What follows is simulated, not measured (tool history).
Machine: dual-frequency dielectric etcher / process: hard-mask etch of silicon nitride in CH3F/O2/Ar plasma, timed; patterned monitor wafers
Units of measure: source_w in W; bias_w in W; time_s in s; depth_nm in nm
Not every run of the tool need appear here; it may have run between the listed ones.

run,day,source_w,bias_w,time_s,depth_nm
1,0.000,310,75,138.5,85.987
2,0.317,300,75,138.5,84.850
3,0.604,300,75,138.5,83.906
4,0.925,290,75,138.5,83.038
5,1.012,240,75,138.5,73.490
6,1.104,250,75,138.5,75.428
7,1.321,300,76,138.5,85.166

The next listed run, before its measurement:
8,1.417,290,76,138.5,?

depth_nm: 83.093 nm

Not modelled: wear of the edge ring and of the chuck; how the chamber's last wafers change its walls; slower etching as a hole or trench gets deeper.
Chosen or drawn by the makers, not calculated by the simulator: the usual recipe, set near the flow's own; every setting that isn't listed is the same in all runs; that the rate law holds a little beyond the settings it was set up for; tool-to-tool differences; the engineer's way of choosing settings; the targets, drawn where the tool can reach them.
